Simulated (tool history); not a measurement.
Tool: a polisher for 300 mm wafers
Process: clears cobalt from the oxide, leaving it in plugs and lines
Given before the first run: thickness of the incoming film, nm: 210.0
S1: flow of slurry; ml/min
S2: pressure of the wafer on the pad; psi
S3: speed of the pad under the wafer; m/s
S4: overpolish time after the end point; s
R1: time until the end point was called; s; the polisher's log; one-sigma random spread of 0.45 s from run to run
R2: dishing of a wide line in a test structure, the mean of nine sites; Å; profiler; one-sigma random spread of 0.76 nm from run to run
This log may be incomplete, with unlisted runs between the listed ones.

Run 1, hour 0: S1 255 ml/min, S2 1.5 psi, S3 0.88 m/s, S4 21 s. Result: R1 56.373 s, R2 415.29 Å.
Run 2, hour 4.4: S1 215 ml/min, S2 1.5 psi, S3 0.88 m/s, S4 21 s. Result: R1 57.827 s, R2 411.43 Å.
Run 3, hour 9.8: S1 215 ml/min, S2 1.5 psi, S3 0.88 m/s, S4 25 s. Result: R1 58.158 s, R2 432.01 Å.
Run 4, hour 15.1: S1 215 ml/min, S2 1.6 psi, S3 0.88 m/s, S4 24 s. Result: R1 55.404 s, R2 432.88 Å.
At hour 17.1: worn pad replaced by a new one.
Run 5, hour 17.1: S1 185 ml/min, S2 1.6 psi, S3 0.88 m/s, S4 24 s. Result: R1 53.185 s, R2 446.38 Å.
Run 6, hour 20.5: S1 185 ml/min, S2 1.7 psi, S3 0.88 m/s, S4 23 s. Result: R1 49.714 s, R2 434.1 Å.

The next listed run, before its measurement:
Run 7, hour 26.4: S1 185 ml/min, S2 2.1 psi, S3 0.92 m/s, S4 24 s. Result: R1 ?, R2 ?.

Run 7 came out at R1 38.971 s, R2 475.08 Å.

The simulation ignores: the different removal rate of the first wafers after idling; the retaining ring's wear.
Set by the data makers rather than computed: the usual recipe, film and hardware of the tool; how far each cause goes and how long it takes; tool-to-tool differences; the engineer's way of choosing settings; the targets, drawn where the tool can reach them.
